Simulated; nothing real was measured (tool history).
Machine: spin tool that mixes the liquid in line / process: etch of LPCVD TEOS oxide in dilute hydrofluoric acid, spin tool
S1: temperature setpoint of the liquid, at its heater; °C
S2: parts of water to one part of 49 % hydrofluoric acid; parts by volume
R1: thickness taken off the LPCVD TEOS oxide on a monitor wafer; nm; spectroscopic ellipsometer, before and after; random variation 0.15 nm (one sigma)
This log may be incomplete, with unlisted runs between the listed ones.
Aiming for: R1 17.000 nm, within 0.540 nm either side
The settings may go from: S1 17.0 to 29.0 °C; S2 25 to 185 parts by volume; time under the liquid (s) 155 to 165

Run 1, hour 0.0: S1 21.0 °C, S2 105 parts by volume, time under the liquid (s) 155. Result: R1 26.292 nm.
Run 2, hour 6.1: S1 21.0 °C, S2 140 parts by volume, time under the liquid (s) 155. Result: R1 19.478 nm.
Run 3, hour 8.7: S1 24.0 °C, S2 140 parts by volume, time under the liquid (s) 155. Result: R1 21.832 nm.
Run 4, hour 14.0: S1 24.0 °C, S2 140 parts by volume, time under the liquid (s) 165. Result: R1 23.302 nm.
Run 5, hour 21.0: S1 22.5 °C, S2 145 parts by volume, time under the liquid (s) 165. Result: R1 21.045 nm.
Run 6, hour 25.4: S1 22.5 °C, S2 165 parts by volume, time under the liquid (s) 165. Result: R1 18.087 nm.
Run 7, hour 33.7: S1 22.0 °C, S2 165 parts by volume, time under the liquid (s) 165. Result: R1 17.740 nm.
Run 8, hour 39.7: S1 22.0 °C, S2 165 parts by volume, time under the liquid (s) 165. Result: R1 17.517 nm.

Exactly one of the 4 candidate moves below puts every result within its allowed miss. Which one?
Run A, hour 45.7: S1 23.5 °C, S2 180 parts by volume, time under the liquid (s) 165. Result: R1 ?.
Run B, hour 45.7: S1 21.5 °C, S2 155 parts by volume, time under the liquid (s) 160. Result: R1 ?.
Run C, hour 45.7: S1 20.5 °C, S2 145 parts by volume, time under the liquid (s) 160. Result: R1 ?.
Run D, hour 45.7: S1 22.5 °C, S2 165 parts by volume, time under the liquid (s) 165. Result: R1 ?.

move      R1
   A  17.285
   B  18.520
   C  19.236
   D  18.450
A: every result lands within tolerance
B: its largest miss is bigger than the last run's
C: its largest miss is bigger than the last run's
D: its largest miss is bigger than the last run's
Move A is the one to make.
